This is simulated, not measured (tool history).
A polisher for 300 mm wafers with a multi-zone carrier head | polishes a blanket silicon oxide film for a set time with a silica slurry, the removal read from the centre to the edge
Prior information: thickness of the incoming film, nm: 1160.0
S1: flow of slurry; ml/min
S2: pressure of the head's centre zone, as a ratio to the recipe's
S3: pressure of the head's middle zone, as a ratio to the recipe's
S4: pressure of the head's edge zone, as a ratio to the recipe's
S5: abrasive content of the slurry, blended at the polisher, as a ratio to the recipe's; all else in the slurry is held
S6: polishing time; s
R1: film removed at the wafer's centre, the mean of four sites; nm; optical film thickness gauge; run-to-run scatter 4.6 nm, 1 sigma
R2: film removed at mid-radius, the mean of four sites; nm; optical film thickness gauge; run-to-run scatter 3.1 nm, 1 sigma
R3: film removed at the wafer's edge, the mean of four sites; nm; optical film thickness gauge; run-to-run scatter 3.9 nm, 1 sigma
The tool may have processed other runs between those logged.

Run 1, day 0.000: S1 135 ml/min, S2 1.00, S3 1.00, S4 1.00, S5 1.0, S6 75 s. Result: R1 377.42 nm, R2 371.23 nm, R3 369.86 nm.
Run 2, day 0.283: S1 135 ml/min, S2 0.94, S3 1.00, S4 1.00, S5 1.0, S6 75 s. Result: R1 354.28 nm, R2 374.93 nm, R3 366.01 nm.
Run 3, day 0.592: S1 135 ml/min, S2 0.94, S3 1.00, S4 1.00, S5 1.0, S6 93 s. Result: R1 440.05 nm, R2 463.43 nm, R3 459.39 nm.
Run 4, day 0.733: S1 115 ml/min, S2 0.94, S3 1.00, S4 1.00, S5 1.0, S6 93 s. Result: R1 421.07 nm, R2 447.92 nm, R3 445.13 nm.
Run 5, day 1.046: S1 115 ml/min, S2 0.94, S3 0.99, S4 1.02, S5 1.0, S6 93 s. Result: R1 425.03 nm, R2 446.23 nm, R3 447.12 nm.
Run 6, day 1.083: S1 115 ml/min, S2 0.93, S3 0.98, S4 1.04, S5 1.0, S6 93 s. Result: R1 425.55 nm, R2 443.71 nm, R3 462.18 nm.

The next listed run, before its measurement:
Run 7, day 1.433: S1 115 ml/min, S2 0.93, S3 0.98, S4 1.04, S5 1.0, S6 93 s. Result: R1 ?, R2 ?, R3 ?.

R1: 420.24 nm
R2: 440.55 nm
R3: 459.32 nm

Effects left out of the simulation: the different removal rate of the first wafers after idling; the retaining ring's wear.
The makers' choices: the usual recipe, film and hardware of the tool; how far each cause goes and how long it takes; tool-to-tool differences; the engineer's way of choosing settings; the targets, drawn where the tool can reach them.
